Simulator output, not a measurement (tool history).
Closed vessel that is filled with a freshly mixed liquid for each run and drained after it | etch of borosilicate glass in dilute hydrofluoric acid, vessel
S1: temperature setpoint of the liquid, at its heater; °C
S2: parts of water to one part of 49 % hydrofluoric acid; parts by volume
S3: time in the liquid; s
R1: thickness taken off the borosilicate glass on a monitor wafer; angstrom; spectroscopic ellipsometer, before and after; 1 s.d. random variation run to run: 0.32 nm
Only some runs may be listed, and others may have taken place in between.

Run 1, hour 0.0: S1 22.0 °C, S2 240 parts by volume, S3 85 s. Result: R1 118.75 angstrom.
Run 2, hour 2.0: S1 23.0 °C, S2 220 parts by volume, S3 85 s. Result: R1 138.57 angstrom.
Run 3, hour 8.9: S1 23.5 °C, S2 205 parts by volume, S3 85 s. Result: R1 152.38 angstrom.
Run 4, hour 15.9: S1 20.5 °C, S2 205 parts by volume, S3 85 s. Result: R1 136.08 angstrom.
Run 5, hour 23.2: S1 21.5 °C, S2 190 parts by volume, S3 85 s. Result: R1 153.20 angstrom.
Run 6, hour 29.1: S1 21.5 °C, S2 190 parts by volume, S3 65 s. Result: R1 117.83 angstrom.
Run 7, hour 32.5: S1 22.5 °C, S2 175 parts by volume, S3 65 s. Result: R1 136.69 angstrom.

Run 8 has not been measured yet. What should we expect?
Run 8, hour 40.5: S1 26.5 °C, S2 80 parts by volume, S3 75 s. Result: R1 ?.

{"run 8": {"R1": 448.42}}
